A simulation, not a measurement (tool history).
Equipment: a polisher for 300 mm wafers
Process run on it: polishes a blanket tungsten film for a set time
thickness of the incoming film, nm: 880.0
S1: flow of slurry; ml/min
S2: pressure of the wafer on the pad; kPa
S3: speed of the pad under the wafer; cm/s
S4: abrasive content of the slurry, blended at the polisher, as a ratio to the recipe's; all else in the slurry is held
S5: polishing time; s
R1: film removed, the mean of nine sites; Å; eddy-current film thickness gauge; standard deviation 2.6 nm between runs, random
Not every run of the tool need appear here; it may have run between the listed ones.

run,hour,S1,S2,S3,S4,S5,R1
1,0,295,18.6,142,1,38,1537.8
2,5.5,295,21.4,142,1,38,1780.8
3,9.9,295,23.4,142,1,38,1932
4,12.3,245,23.4,142,1,38,1898.6
5,20.5,285,23.4,142,1,38,1937.7
6,26.2,290,24.8,144,1,38,2050.7

Run 7 comes next. What will it give?
7,32.4,290,25.5,148,1,38,?

R1: 2202.9 Å

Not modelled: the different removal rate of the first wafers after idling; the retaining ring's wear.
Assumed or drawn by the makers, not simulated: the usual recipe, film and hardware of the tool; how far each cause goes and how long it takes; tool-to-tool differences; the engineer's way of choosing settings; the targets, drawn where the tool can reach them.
